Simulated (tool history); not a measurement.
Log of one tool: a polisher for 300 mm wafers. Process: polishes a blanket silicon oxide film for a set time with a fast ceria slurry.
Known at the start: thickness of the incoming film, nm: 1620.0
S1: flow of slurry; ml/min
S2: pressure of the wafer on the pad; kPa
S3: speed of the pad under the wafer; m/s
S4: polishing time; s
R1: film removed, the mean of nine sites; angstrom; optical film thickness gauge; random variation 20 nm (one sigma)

run	hour	S1	S2	S3	S4	R1
1	0	245	17.9	1.18	43	7872.3
2	8	245	15.2	1.18	43	6885.6
3	15.6	245	19.3	1.24	43	9107
4	18.6	300	19.3	1.24	43	9221.2
5	24.9	245	19.3	1.24	43	8993.9
6	32.7	245	15.2	1.24	43	7392.9
7	38	245	19.3	1.28	43	9312.3
8	45.4	245	22.1	1.3	43	10426
9	48.6	250	24.1	1.34	43	11314

Run 10 comes next. What will it give?
10	56.3	250	25.5	1.4	43	?

R1: 12456 angstrom

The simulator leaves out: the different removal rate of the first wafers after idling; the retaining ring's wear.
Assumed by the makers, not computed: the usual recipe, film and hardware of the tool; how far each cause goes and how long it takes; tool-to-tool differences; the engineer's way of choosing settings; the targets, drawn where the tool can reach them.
